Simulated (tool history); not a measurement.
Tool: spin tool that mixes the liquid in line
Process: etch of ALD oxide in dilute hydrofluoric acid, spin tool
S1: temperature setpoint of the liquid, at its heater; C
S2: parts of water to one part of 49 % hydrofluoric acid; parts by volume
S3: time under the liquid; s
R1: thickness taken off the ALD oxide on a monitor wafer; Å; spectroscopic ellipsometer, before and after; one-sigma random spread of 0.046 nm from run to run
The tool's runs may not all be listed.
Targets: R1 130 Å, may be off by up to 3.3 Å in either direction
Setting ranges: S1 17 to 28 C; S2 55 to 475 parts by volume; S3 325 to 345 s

{"run": 1, "hour": 0.0, "S1": 20, "S2": 265, "S3": 325, "R1": 202.91}
{"run": 2, "hour": 7.1, "S1": 20, "S2": 265, "S3": 345, "R1": 215.2}
{"run": 3, "hour": 7.8, "S1": 20, "S2": 265, "S3": 325, "R1": 202.94}
{"run": 4, "hour": 15.4, "S1": 20, "S2": 265, "S3": 345, "R1": 215.5}
{"run": 5, "hour": 20.3, "S1": 20, "S2": 265, "S3": 345, "R1": 214.45}
{"run": 6, "hour": 26.3, "S1": 20, "S2": 265, "S3": 345, "R1": 215.57}
{"run": 7, "hour": 30.3, "S1": 19.5, "S2": 280, "S3": 345, "R1": 196.12}
{"run": 8, "hour": 38.2, "S1": 19, "S2": 290, "S3": 345, "R1": 186.02}
{"run": 9, "hour": 46.6, "S1": 18.5, "S2": 300, "S3": 345, "R1": 175.09}
{"run": 10, "hour": 51.8, "S1": 18.5, "S2": 310, "S3": 345, "R1": 166.99}

4 next moves are on the table. One of them brings every result within its allowed miss. Which?
{"run": "A", "hour": 57.0, "S1": 19.5, "S2": 355, "S3": 325, "R1": "?"}
{"run": "B", "hour": 57.0, "S1": 17, "S2": 360, "S3": 325, "R1": "?"}
{"run": "C", "hour": 57.0, "S1": 19, "S2": 365, "S3": 325, "R1": "?"}
{"run": "D", "hour": 57.0, "S1": 18, "S2": 360, "S3": 345, "R1": "?"}

move=A R1=137.4
move=B R1=123.24
move=C R1=130.17
move=D R1=135.7
A: closer than the last run, but not yet in spec
B: takes the result that was furthest off past its target
C: meets every target
D: closer than the last run, but not yet in spec
Answer: C

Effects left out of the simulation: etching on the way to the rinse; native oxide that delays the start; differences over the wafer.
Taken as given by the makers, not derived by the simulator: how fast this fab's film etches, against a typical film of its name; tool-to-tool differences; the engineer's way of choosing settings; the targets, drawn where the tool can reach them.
